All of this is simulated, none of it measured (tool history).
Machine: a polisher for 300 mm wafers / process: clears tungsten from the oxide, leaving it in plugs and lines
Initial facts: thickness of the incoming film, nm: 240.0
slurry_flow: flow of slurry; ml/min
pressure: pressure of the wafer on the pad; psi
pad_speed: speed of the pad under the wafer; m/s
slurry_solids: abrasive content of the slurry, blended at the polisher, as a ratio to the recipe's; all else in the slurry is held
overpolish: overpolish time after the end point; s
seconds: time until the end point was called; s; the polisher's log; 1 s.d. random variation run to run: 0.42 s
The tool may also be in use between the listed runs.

run	hour	slurry_flow	pressure	pad_speed	slurry_solids	overpolish	seconds
1	0.0	260	4.0	0.96	1.0	37	59.440
2	4.3	310	4.0	0.96	1.0	37	58.758
3	12.5	310	4.0	0.96	1.0	37	57.627
4	14.8	310	4.6	0.96	1.0	37	53.434
5	17.9	310	5.1	0.96	1.0	37	50.212
6	21.6	310	5.1	1.16	1.0	37	41.357
7	26.9	310	5.2	1.16	1.0	37	40.625

What does the tool deliver on the next run?
8	31.1	310	5.3	1.16	1.0	37	?

seconds: 41.237 s
